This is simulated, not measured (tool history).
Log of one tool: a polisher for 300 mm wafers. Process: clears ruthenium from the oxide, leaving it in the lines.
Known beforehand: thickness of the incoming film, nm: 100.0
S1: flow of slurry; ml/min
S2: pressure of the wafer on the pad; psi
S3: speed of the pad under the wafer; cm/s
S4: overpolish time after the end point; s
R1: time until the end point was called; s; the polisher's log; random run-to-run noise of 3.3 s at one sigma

run	day	S1	S2	S3	S4	R1
1	0	260	1.8	110	39	116.03
2	0.225	260	1.8	124	39	106.17
3	0.433	260	1.8	124	42	103.26
4	0.612	260	1.7	120	42	111.59
5	0.854	260	1.5	120	42	125.48
6	1.204	260	1.4	116	42	140.2

Run 7 has not been measured yet. What should we expect?
7	1.442	260	1.3	114	42	?

Run 7 gave R1 148.23 s.

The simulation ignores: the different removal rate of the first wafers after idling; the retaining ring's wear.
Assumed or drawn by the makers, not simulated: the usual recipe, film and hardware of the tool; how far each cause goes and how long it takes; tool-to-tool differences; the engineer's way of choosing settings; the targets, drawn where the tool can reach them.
